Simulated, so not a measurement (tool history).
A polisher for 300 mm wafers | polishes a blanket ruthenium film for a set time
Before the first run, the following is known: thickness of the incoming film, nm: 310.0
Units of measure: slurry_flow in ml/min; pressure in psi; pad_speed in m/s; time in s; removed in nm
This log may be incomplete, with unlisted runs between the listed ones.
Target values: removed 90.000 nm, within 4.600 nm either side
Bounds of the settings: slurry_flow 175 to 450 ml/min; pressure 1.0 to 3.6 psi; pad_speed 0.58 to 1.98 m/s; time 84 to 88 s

{"run": 1, "day": 0.0, "slurry_flow": 290, "pressure": 2.3, "pad_speed": 1.28, "time": 84, "removed": 142.96}
{"run": 2, "day": 0.258, "slurry_flow": 290, "pressure": 2.3, "pad_speed": 1.4, "time": 84, "removed": 156.0}
{"run": 3, "day": 0.362, "slurry_flow": 335, "pressure": 2.3, "pad_speed": 1.4, "time": 84, "removed": 153.99}
{"run": 4, "day": 0.588, "slurry_flow": 335, "pressure": 2.2, "pad_speed": 1.4, "time": 84, "removed": 156.02}
{"run": 5, "day": 0.933, "slurry_flow": 405, "pressure": 2.2, "pad_speed": 1.4, "time": 84, "removed": 155.18}
{"run": 6, "day": 1.067, "slurry_flow": 405, "pressure": 2.1, "pad_speed": 1.38, "time": 84, "removed": 151.1}
{"run": 7, "day": 1.238, "slurry_flow": 405, "pressure": 2.0, "pad_speed": 1.34, "time": 84, "removed": 141.02}
{"run": 8, "day": 1.408, "slurry_flow": 405, "pressure": 1.9, "pad_speed": 1.32, "time": 84, "removed": 129.58}
{"run": 9, "day": 1.6, "slurry_flow": 405, "pressure": 1.8, "pad_speed": 1.32, "time": 84, "removed": 127.04}
{"run": 10, "day": 1.925, "slurry_flow": 405, "pressure": 1.7, "pad_speed": 1.32, "time": 84, "removed": 122.75}
{"run": 11, "day": 2.296, "slurry_flow": 405, "pressure": 1.6, "pad_speed": 1.3, "time": 84, "removed": 114.5}
{"run": 12, "day": 2.583, "slurry_flow": 405, "pressure": 1.5, "pad_speed": 1.3, "time": 84, "removed": 107.03}

4 next moves are on the table. One of them brings every result within its allowed miss. Which?
{"run": "A", "day": 2.871, "slurry_flow": 415, "pressure": 1.2, "pad_speed": 1.26, "time": 84, "removed": "?"}
{"run": "B", "day": 2.871, "slurry_flow": 380, "pressure": 1.1, "pad_speed": 1.2, "time": 84, "removed": "?"}
{"run": "C", "day": 2.871, "slurry_flow": 375, "pressure": 1.1, "pad_speed": 1.14, "time": 84, "removed": "?"}
{"run": "D", "day": 2.871, "slurry_flow": 375, "pressure": 1.1, "pad_speed": 1.12, "time": 84, "removed": "?"}

move=A removed=89.183
move=B removed=79.959
move=C removed=76.015
move=D removed=74.726
A: each result inside its tolerance
B: carries the result that was furthest off beyond its target, to the other side
C: carries the result that was furthest off beyond its target, to the other side
D: carries the result that was furthest off beyond its target, to the other side
Move A is the one to make.
